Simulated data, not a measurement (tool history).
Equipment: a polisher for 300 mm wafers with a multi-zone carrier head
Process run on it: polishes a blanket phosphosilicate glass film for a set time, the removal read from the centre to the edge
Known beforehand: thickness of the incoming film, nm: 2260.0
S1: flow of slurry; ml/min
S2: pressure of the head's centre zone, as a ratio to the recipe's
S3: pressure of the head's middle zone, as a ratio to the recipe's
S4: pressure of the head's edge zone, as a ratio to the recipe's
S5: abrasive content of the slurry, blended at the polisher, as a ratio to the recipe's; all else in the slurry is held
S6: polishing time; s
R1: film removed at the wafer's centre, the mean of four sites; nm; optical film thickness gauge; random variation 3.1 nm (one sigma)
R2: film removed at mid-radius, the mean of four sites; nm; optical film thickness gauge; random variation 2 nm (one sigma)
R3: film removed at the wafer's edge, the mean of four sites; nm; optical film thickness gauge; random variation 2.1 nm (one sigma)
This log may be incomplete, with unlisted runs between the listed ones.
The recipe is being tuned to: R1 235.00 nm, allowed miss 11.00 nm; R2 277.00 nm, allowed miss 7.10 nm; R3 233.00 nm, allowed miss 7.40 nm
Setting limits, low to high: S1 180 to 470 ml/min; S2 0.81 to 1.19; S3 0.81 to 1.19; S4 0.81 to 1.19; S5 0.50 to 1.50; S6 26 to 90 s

run 1 day=0.000 | S1=300 S2=1.00 S3=1.00 S4=1.00 S5=1.00 S6=58 | R1=507.26 R2=514.41 R3=523.88
run 2 day=0.321 | S1=300 S2=0.99 S3=1.03 S4=0.96 S5=0.85 S6=50 | R1=402.20 R2=412.79 R3=406.84
run 3 day=0.642 | S1=300 S2=0.99 S3=1.03 S4=0.96 S5=0.65 S6=50 | R1=346.02 R2=366.21 R3=357.77
run 4 day=0.946 | S1=300 S2=0.99 S3=1.03 S4=0.96 S5=0.55 S6=50 | R1=312.97 R2=331.34 R3=326.93
run 5 day=1.042 | S1=300 S2=0.99 S3=1.03 S4=0.92 S5=0.55 S6=50 | R1=313.59 R2=333.77 R3=316.68
run 6 day=1.329 | S1=300 S2=0.99 S3=1.03 S4=0.92 S5=0.70 S6=50 | R1=362.15 R2=380.02 R3=366.26
run 7 day=1.496 | S1=305 S2=0.98 S3=1.06 S4=0.90 S5=0.65 S6=45 | R1=308.90 R2=336.71 R3=310.50
run 8 day=1.558 | S1=305 S2=0.97 S3=1.07 S4=0.88 S5=0.60 S6=43 | R1=283.11 R2=313.82 R3=285.95
run 9 day=1.742 | S1=300 S2=0.96 S3=1.14 S4=0.81 S5=0.50 S6=36 | R1=211.70 R2=246.50 R3=204.47
run 10 day=1.950 | S1=325 S2=0.96 S3=1.15 S4=0.83 S5=0.50 S6=36 | R1=212.85 R2=246.93 R3=208.22
run 11 day=2.029 | S1=325 S2=0.96 S3=1.16 S4=0.84 S5=0.55 S6=36 | R1=227.07 R2=263.18 R3=217.71
run 12 day=2.300 | S1=330 S2=0.96 S3=1.16 S4=0.86 S5=0.55 S6=36 | R1=222.94 R2=264.83 R3=224.63
run 13 day=2.633 | S1=335 S2=0.97 S3=1.17 S4=0.87 S5=0.55 S6=36 | R1=225.79 R2=267.53 R3=222.49
run 14 day=2.800 | S1=340 S2=0.97 S3=1.17 S4=0.88 S5=0.55 S6=36 | R1=227.88 R2=265.68 R3=227.24

5 candidate next runs follow, results not yet known. Just one meets every target within its allowed miss. Identify it.
run A day=2.967 | S1=390 S2=0.92 S3=1.06 S4=0.98 S5=0.50 S6=39 | R1=? R2=? R3=?
run B day=2.967 | S1=445 S2=1.01 S3=1.05 S4=0.92 S5=0.60 S6=35 | R1=? R2=? R3=?
run C day=2.967 | S1=265 S2=0.87 S3=1.19 S4=0.92 S5=0.55 S6=37 | R1=? R2=? R3=?
run D day=2.967 | S1=325 S2=0.94 S3=1.18 S4=0.89 S5=0.65 S6=32 | R1=? R2=? R3=?
run E day=2.967 | S1=300 S2=0.98 S3=1.18 S4=0.88 S5=0.55 S6=37 | R1=? R2=? R3=?

move=A R1=222.21 R2=255.66 R3=241.99
move=B R1=237.63 R2=255.51 R3=236.32
move=C R1=209.47 R2=276.00 R3=230.61
move=D R1=212.54 R2=264.67 R3=218.69
move=E R1=227.83 R2=276.52 R3=227.64
A: further off than the last run
B: further off than the last run
C: the furthest-off result lands on target, but another misses its tolerance
D: further off than the last run
E: each result inside its tolerance
Go with E: it meets all targets.
